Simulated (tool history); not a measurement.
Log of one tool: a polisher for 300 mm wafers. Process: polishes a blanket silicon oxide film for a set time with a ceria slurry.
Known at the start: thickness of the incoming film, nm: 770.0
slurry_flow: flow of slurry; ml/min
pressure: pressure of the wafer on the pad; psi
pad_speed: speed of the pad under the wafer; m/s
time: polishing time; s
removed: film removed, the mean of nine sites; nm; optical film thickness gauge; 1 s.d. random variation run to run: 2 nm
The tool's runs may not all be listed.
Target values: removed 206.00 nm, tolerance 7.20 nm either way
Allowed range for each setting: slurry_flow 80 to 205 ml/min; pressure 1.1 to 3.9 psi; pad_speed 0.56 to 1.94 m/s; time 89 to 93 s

Run 1, hour 0.0: slurry_flow 135 ml/min, pressure 2.5 psi, pad_speed 1.24 m/s, time 89 s. Result: removed 431.67 nm.
Run 2, hour 8.0: slurry_flow 135 ml/min, pressure 2.4 psi, pad_speed 1.22 m/s, time 89 s. Result: removed 410.71 nm.
Run 3, hour 16.2: slurry_flow 135 ml/min, pressure 2.4 psi, pad_speed 1.22 m/s, time 89 s. Result: removed 407.42 nm.
Run 4, hour 22.2: slurry_flow 135 ml/min, pressure 1.9 psi, pad_speed 1.22 m/s, time 89 s. Result: removed 340.14 nm.
Run 5, hour 27.9: slurry_flow 110 ml/min, pressure 1.9 psi, pad_speed 1.22 m/s, time 89 s. Result: removed 325.64 nm.
Run 6, hour 32.4: slurry_flow 110 ml/min, pressure 1.9 psi, pad_speed 1.22 m/s, time 89 s. Result: removed 325.45 nm.
Run 7, hour 34.7: slurry_flow 110 ml/min, pressure 1.9 psi, pad_speed 1.22 m/s, time 89 s. Result: removed 329.36 nm.
Run 8, hour 41.9: slurry_flow 110 ml/min, pressure 1.8 psi, pad_speed 1.20 m/s, time 89 s. Result: removed 313.09 nm.
Run 9, hour 44.4: slurry_flow 110 ml/min, pressure 1.7 psi, pad_speed 1.18 m/s, time 89 s. Result: removed 297.69 nm.
Run 10, hour 46.2: slurry_flow 100 ml/min, pressure 1.1 psi, pad_speed 1.00 m/s, time 89 s. Result: removed 177.13 nm.

Below are 5 possible settings for the next run. Only one of them brings all results inside the allowed miss of their targets. Which is it?
Run A, hour 48.0: slurry_flow 105 ml/min, pressure 1.1 psi, pad_speed 0.88 m/s, time 89 s. Result: removed ?.
Run B, hour 48.0: slurry_flow 95 ml/min, pressure 1.2 psi, pad_speed 1.04 m/s, time 93 s. Result: removed ?.
Run C, hour 48.0: slurry_flow 105 ml/min, pressure 1.2 psi, pad_speed 0.94 m/s, time 93 s. Result: removed ?.
Run D, hour 48.0: slurry_flow 80 ml/min, pressure 1.2 psi, pad_speed 1.28 m/s, time 90 s. Result: removed ?.
Run E, hour 48.0: slurry_flow 110 ml/min, pressure 1.5 psi, pad_speed 0.98 m/s, time 91 s. Result: removed ?.

move  removed
   A   160.86
   B   204.89
   C   189.86
   D   233.02
   E   228.45
A: lands further from the targets than the last run did
B: meets every target
C: closes in on the targets versus the last run, not all within tolerance yet
D: moves the result that the last run missed by most past its target, out the other side
E: moves the result that the last run missed by most past its target, out the other side
Correct choice: B, which meets every target
